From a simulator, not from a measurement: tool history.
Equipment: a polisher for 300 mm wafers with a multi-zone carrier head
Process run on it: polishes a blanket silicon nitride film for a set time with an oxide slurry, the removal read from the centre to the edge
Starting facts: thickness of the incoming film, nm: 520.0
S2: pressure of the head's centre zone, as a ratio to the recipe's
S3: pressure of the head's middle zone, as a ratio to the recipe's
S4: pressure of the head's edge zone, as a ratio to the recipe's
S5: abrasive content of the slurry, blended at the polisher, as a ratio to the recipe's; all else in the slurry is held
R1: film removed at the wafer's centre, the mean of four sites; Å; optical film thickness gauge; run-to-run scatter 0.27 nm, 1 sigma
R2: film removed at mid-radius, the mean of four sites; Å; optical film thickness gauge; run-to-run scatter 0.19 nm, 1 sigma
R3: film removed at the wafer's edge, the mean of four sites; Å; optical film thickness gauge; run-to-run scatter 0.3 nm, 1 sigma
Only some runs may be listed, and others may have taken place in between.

Run 1, hour 0: flow of slurry (ml/min) 165, S2 1, S3 1, S4 1, S5 1, polishing time (s) 51. Result: R1 420.85 Å, R2 427.87 Å, R3 415.48 Å.
Run 2, hour 3.4: flow of slurry (ml/min) 155, S2 0.99, S3 0.95, S4 0.96, S5 0.9, polishing time (s) 51. Result: R1 392.16 Å, R2 390.74 Å, R3 391.54 Å.
Run 3, hour 12.2: flow of slurry (ml/min) 155, S2 1.04, S3 0.95, S4 0.96, S5 0.9, polishing time (s) 51. Result: R1 419.15 Å, R2 389.49 Å, R3 400.22 Å.
Run 4, hour 13.7: flow of slurry (ml/min) 195, S2 1.04, S3 0.95, S4 0.96, S5 0.9, polishing time (s) 51. Result: R1 430.41 Å, R2 407.88 Å, R3 417.63 Å.
Run 5, hour 19.5: flow of slurry (ml/min) 175, S2 1.02, S3 0.92, S4 0.93, S5 0.8, polishing time (s) 51. Result: R1 400.85 Å, R2 379.75 Å, R3 385.55 Å.
Run 6, hour 23.5: flow of slurry (ml/min) 175, S2 1.02, S3 0.87, S4 0.93, S5 0.8, polishing time (s) 51. Result: R1 406.04 Å, R2 357.95 Å, R3 382.49 Å.
Run 7, hour 28.5: flow of slurry (ml/min) 175, S2 1.02, S3 0.87, S4 0.93, S5 0.8, polishing time (s) 51. Result: R1 406.69 Å, R2 358.36 Å, R3 392.34 Å.
Run 8, hour 33.4: flow of slurry (ml/min) 160, S2 1, S3 0.86, S4 0.9, S5 0.75, polishing time (s) 51. Result: R1 384.35 Å, R2 343.15 Å, R3 377.61 Å.
Run 9, hour 40.7: flow of slurry (ml/min) 155, S2 1, S3 0.87, S4 0.89, S5 0.7, polishing time (s) 50. Result: R1 371.58 Å, R2 335.36 Å, R3 354.93 Å.
Run 10, hour 43.5: flow of slurry (ml/min) 145, S2 0.98, S3 0.86, S4 0.88, S5 0.65, polishing time (s) 50. Result: R1 352 Å, R2 321.31 Å, R3 342.38 Å.

Run 11 is up next; what results do you expect?
Run 11, hour 48.4: flow of slurry (ml/min) 135, S2 0.97, S3 0.86, S4 0.87, S5 0.65, polishing time (s) 50. Result: R1 ?, R2 ?, R3 ?.

Run 11 gave R1 340.7 Å, R2 314.82 Å, R3 336.04 Å.

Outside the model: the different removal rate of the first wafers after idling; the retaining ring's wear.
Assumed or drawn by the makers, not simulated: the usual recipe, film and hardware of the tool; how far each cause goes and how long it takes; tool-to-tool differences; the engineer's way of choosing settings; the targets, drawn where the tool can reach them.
